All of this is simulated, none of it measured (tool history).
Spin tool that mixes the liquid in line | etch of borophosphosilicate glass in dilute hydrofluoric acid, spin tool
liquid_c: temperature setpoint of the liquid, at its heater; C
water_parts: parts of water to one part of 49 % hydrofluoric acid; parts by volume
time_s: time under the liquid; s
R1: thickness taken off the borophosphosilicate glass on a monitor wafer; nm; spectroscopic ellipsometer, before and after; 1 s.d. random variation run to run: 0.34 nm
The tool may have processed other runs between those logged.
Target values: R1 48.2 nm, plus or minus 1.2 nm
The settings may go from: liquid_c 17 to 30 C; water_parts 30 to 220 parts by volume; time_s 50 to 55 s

run 1 hour=0 | liquid_c=22 water_parts=125 time_s=50 | R1=17.997
run 2 hour=4.2 | liquid_c=22 water_parts=165 time_s=50 | R1=12.826
run 3 hour=11.1 | liquid_c=23.5 water_parts=140 time_s=50 | R1=16.336
run 4 hour=14.2 | liquid_c=21.5 water_parts=140 time_s=50 | R1=15.388
run 5 hour=15.2 | liquid_c=21.5 water_parts=140 time_s=50 | R1=15.256
run 6 hour=16.4 | liquid_c=23.5 water_parts=120 time_s=50 | R1=19.817
run 7 hour=19.3 | liquid_c=25 water_parts=105 time_s=50 | R1=24.151
run 8 hour=22.2 | liquid_c=26 water_parts=90 time_s=50 | R1=30.113
run 9 hour=28.8 | liquid_c=27 water_parts=85 time_s=50 | R1=33.64
run 10 hour=31.7 | liquid_c=27.5 water_parts=80 time_s=50 | R1=36.409
run 11 hour=37.6 | liquid_c=28 water_parts=75 time_s=50 | R1=39.757
-- hour=46.4 thermometer replaced
run 12 hour=46.4 | liquid_c=28.5 water_parts=75 time_s=50 | R1=36.932
run 13 hour=49.8 | liquid_c=28.5 water_parts=70 time_s=50 | R1=40.068
run 14 hour=54.6 | liquid_c=29 water_parts=65 time_s=50 | R1=44.652
run 15 hour=55.4 | liquid_c=29.5 water_parts=65 time_s=50 | R1=44.77
run 16 hour=62.6 | liquid_c=30 water_parts=60 time_s=50 | R1=50.136

Which single option among these 5 for the next run brings every result within its allowed miss of target? Just one does.
run A hour=69.8 | liquid_c=27 water_parts=50 time_s=50 | R1=?
run B hour=69.8 | liquid_c=30 water_parts=65 time_s=55 | R1=?
run C hour=69.8 | liquid_c=28 water_parts=60 time_s=50 | R1=?
run D hour=69.8 | liquid_c=26.5 water_parts=60 time_s=55 | R1=?
run E hour=69.8 | liquid_c=30 water_parts=65 time_s=50 | R1=?

move=A R1=54.59
move=B R1=50.864
move=C R1=46.667
move=D R1=48.362
move=E R1=46.24
A: lands further from the targets than the last run did
B: lands further from the targets than the last run did
C: the result that was furthest off in the last run now lies on the other side of its target
D: every result within its allowed miss
E: the result that was furthest off in the last run now lies on the other side of its target
Correct choice: D, which meets every target

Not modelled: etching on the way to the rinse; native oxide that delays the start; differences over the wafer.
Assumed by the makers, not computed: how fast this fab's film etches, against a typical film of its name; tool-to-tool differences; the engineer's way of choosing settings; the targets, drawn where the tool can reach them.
